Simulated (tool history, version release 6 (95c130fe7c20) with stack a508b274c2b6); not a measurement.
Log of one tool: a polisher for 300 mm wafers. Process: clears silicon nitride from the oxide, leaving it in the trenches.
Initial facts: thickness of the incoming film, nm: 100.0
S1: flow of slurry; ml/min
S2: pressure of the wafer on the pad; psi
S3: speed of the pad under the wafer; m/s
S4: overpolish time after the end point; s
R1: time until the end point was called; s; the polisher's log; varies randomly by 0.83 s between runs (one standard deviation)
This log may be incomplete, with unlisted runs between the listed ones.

run,hour,S1,S2,S3,S4,R1
1,0.0,235,3.4,1.26,28,91.883
2,1.6,235,3.4,1.52,28,76.694
3,9.8,235,3.0,1.52,28,87.919
4,15.6,235,3.0,1.72,28,77.953
5,16.5,235,2.6,1.72,28,89.346
6,24.6,185,2.6,1.72,28,93.949
7,29.8,195,3.1,1.74,28,78.194

Predict the results of run 8:
8,33.8,205,3.4,1.76,28,?

R1: 68.362 s
